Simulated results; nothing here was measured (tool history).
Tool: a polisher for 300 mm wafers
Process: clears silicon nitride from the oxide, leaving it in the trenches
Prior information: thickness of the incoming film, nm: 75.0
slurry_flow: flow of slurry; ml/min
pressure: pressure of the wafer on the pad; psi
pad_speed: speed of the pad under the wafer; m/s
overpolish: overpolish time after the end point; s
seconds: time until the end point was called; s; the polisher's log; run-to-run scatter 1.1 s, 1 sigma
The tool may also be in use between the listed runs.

{"run": 1, "hour": 0.0, "slurry_flow": 240, "pressure": 3.2, "pad_speed": 0.88, "overpolish": 5, "seconds": 80.817}
{"run": 2, "hour": 1.5, "slurry_flow": 240, "pressure": 3.4, "pad_speed": 0.88, "overpolish": 5, "seconds": 81.916}
{"run": 3, "hour": 5.6, "slurry_flow": 240, "pressure": 3.6, "pad_speed": 0.9, "overpolish": 5, "seconds": 75.132}
{"run": 4, "hour": 8.9, "slurry_flow": 240, "pressure": 3.9, "pad_speed": 0.9, "overpolish": 5, "seconds": 70.393}
{"run": 5, "hour": 12.5, "slurry_flow": 240, "pressure": 4, "pad_speed": 0.9, "overpolish": 5, "seconds": 71.173}
{"run": 6, "hour": 14.3, "slurry_flow": 240, "pressure": 4.1, "pad_speed": 0.92, "overpolish": 5, "seconds": 65.109}
{"run": 7, "hour": 19.1, "slurry_flow": 240, "pressure": 4.2, "pad_speed": 0.92, "overpolish": 5, "seconds": 67.327}
{"run": 8, "hour": 26.5, "slurry_flow": 240, "pressure": 4.3, "pad_speed": 0.94, "overpolish": 5, "seconds": 63.832}

Run 9, settings as shown, results not yet in. Your forecast:
{"run": 9, "hour": 31.7, "slurry_flow": 240, "pressure": 4.4, "pad_speed": 0.94, "overpolish": 5, "seconds": "?"}

seconds: 64.12 s
